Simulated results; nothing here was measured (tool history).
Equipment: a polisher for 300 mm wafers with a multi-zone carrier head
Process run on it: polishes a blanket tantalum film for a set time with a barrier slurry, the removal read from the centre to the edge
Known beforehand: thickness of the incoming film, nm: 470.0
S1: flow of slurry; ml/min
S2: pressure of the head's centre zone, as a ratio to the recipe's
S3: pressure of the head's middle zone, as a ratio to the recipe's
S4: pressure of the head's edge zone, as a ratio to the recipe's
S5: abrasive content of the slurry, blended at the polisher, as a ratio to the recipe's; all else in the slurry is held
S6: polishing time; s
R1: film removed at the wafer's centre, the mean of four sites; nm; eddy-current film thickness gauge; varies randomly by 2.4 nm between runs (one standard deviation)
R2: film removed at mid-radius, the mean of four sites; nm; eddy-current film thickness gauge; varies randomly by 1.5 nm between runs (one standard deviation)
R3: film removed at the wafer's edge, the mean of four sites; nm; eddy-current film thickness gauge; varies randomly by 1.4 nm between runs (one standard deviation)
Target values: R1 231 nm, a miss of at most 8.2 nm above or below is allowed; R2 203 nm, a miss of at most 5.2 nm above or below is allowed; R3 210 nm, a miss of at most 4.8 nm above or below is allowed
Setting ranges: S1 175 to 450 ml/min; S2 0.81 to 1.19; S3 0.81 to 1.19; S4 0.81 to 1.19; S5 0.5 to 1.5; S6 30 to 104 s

run	hour	S1	S2	S3	S4	S5	S6	R1	R2	R3
1	0	290	1	1	1	1	67	182.98	178.37	183.38
2	4.6	300	1.03	1.02	1.03	1.05	67	190.99	181.95	192.07
3	9.2	310	1.06	1.04	1.03	1.05	67	194.88	185.23	189.18
4	15.2	310	1.06	0.97	1.03	1.05	67	198.12	175.72	189.07
5	22.9	310	1.06	0.97	1.06	1.05	67	196.71	176.62	190.41
6	31.5	350	1.06	0.97	1.06	1.05	67	197.94	178.28	194.1
7	40.2	355	1.08	0.99	1.07	1.1	67	199.4	184.49	196.19
8	41.3	350	1.1	0.99	1.07	1.15	67	209.87	184.4	200.87

Pick the move, out of 4, that brings all results within their allowed miss; only one does.
A	42.4	365	1.16	1.05	1.07	1.2	70	?	?	?
B	42.4	230	1.16	0.84	1.1	1.1	75	?	?	?
C	42.4	405	1.18	1.17	0.87	1.25	70	?	?	?
D	42.4	340	0.95	0.92	1.19	1.25	66	?	?	?

move	R1	R2	R3
A	231.33	204.9	210.81
B	229.04	177.51	216.1
C	239.58	224.26	193.96
D	182.69	178.34	211.23
A: hits every target within its allowed miss
B: lands further from the targets than the last run did
C: takes the biggest miss from the last run beyond its target
D: lands further from the targets than the last run did
So the answer is move A, the one that meets all the targets.
